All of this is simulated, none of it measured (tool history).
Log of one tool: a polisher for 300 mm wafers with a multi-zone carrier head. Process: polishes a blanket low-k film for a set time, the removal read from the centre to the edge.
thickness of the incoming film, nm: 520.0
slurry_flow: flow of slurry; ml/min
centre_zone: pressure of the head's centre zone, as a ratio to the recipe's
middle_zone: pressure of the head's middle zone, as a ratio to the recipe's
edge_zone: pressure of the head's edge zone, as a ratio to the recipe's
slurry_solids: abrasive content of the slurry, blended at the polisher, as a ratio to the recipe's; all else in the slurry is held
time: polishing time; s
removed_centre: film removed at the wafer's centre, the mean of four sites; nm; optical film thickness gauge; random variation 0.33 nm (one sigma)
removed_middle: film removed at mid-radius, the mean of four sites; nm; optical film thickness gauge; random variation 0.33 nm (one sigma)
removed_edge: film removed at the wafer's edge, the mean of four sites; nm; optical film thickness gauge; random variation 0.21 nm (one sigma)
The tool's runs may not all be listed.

{"run": 1, "hour": 0.0, "slurry_flow": 285, "centre_zone": 1, "middle_zone": 1, "edge_zone": 1, "slurry_solids": 1, "time": 68, "removed_centre": 30.322, "removed_middle": 29.296, "removed_edge": 28.52}
{"run": 2, "hour": 6.3, "slurry_flow": 285, "centre_zone": 0.98, "middle_zone": 0.99, "edge_zone": 0.99, "slurry_solids": 0.95, "time": 68, "removed_centre": 29.685, "removed_middle": 29.024, "removed_edge": 27.821}
{"run": 3, "hour": 7.7, "slurry_flow": 280, "centre_zone": 0.97, "middle_zone": 0.98, "edge_zone": 1, "slurry_solids": 0.9, "time": 68, "removed_centre": 28.942, "removed_middle": 27.431, "removed_edge": 26.986}
{"run": 4, "hour": 11.4, "slurry_flow": 275, "centre_zone": 0.95, "middle_zone": 0.98, "edge_zone": 1.01, "slurry_solids": 0.9, "time": 68, "removed_centre": 28.451, "removed_middle": 27.851, "removed_edge": 27.47}
{"hour": 13.4, "done": "centre zone pressure recalibrated"}
{"run": 5, "hour": 13.4, "slurry_flow": 275, "centre_zone": 0.93, "middle_zone": 0.97, "edge_zone": 1.01, "slurry_solids": 0.85, "time": 68, "removed_centre": 24.99, "removed_middle": 26.013, "removed_edge": 26.931}
{"run": 6, "hour": 16.4, "slurry_flow": 275, "centre_zone": 0.93, "middle_zone": 0.96, "edge_zone": 1, "slurry_solids": 0.85, "time": 68, "removed_centre": 25.227, "removed_middle": 25.465, "removed_edge": 26.446}

Forecast run 7:
{"run": 7, "hour": 23.7, "slurry_flow": 275, "centre_zone": 0.93, "middle_zone": 0.96, "edge_zone": 0.98, "slurry_solids": 0.85, "time": 68, "removed_centre": "?", "removed_middle": "?", "removed_edge": "?"}

removed_centre: 25.107 nm
removed_middle: 25.898 nm
removed_edge: 26.569 nm

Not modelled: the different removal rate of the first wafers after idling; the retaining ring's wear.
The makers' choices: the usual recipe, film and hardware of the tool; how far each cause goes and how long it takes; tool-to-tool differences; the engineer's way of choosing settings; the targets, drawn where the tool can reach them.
